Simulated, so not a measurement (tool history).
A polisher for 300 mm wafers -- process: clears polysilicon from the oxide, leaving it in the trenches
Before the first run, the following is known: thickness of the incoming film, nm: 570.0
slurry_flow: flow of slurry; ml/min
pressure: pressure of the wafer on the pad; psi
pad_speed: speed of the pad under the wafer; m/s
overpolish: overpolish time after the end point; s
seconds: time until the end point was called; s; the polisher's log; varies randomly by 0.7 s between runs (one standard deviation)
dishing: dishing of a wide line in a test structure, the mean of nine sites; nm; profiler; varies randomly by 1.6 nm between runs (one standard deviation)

{"run": 1, "day": 0.0, "slurry_flow": 320, "pressure": 3.4, "pad_speed": 0.92, "overpolish": 28, "seconds": 43.134, "dishing": 79.415}
{"run": 2, "day": 0.142, "slurry_flow": 320, "pressure": 3.4, "pad_speed": 1.08, "overpolish": 28, "seconds": 36.021, "dishing": 79.145}
{"run": 3, "day": 0.242, "slurry_flow": 315, "pressure": 3.0, "pad_speed": 1.02, "overpolish": 27, "seconds": 42.33, "dishing": 81.175}
{"run": 4, "day": 0.454, "slurry_flow": 240, "pressure": 3.0, "pad_speed": 1.02, "overpolish": 27, "seconds": 43.213, "dishing": 82.156}
{"run": 5, "day": 0.554, "slurry_flow": 240, "pressure": 3.0, "pad_speed": 0.88, "overpolish": 27, "seconds": 50.076, "dishing": 79.738}
{"run": 6, "day": 0.838, "slurry_flow": 250, "pressure": 2.7, "pad_speed": 0.84, "overpolish": 23, "seconds": 55.837, "dishing": 75.456}
{"run": 7, "day": 0.979, "slurry_flow": 245, "pressure": 2.5, "pad_speed": 0.82, "overpolish": 24, "seconds": 59.998, "dishing": 78.375}
{"run": 8, "day": 1.0, "slurry_flow": 245, "pressure": 2.3, "pad_speed": 0.8, "overpolish": 22, "seconds": 65.342, "dishing": 72.185}
{"run": 9, "day": 1.058, "slurry_flow": 240, "pressure": 2.1, "pad_speed": 0.78, "overpolish": 24, "seconds": 71.514, "dishing": 71.584}
{"run": 10, "day": 1.354, "slurry_flow": 230, "pressure": 2.0, "pad_speed": 0.78, "overpolish": 28, "seconds": 72.589, "dishing": 76.086}
{"run": 11, "day": 1.521, "slurry_flow": 230, "pressure": 1.9, "pad_speed": 0.78, "overpolish": 28, "seconds": 75.891, "dishing": 75.835}
{"run": 12, "day": 1.808, "slurry_flow": 230, "pressure": 1.8, "pad_speed": 0.78, "overpolish": 28, "seconds": 77.527, "dishing": 71.88}

Forecast run 13:
{"run": 13, "day": 2.125, "slurry_flow": 225, "pressure": 1.8, "pad_speed": 0.78, "overpolish": 30, "seconds": "?", "dishing": "?"}

{"run 13": {"seconds": 78.672, "dishing": 74.298}}
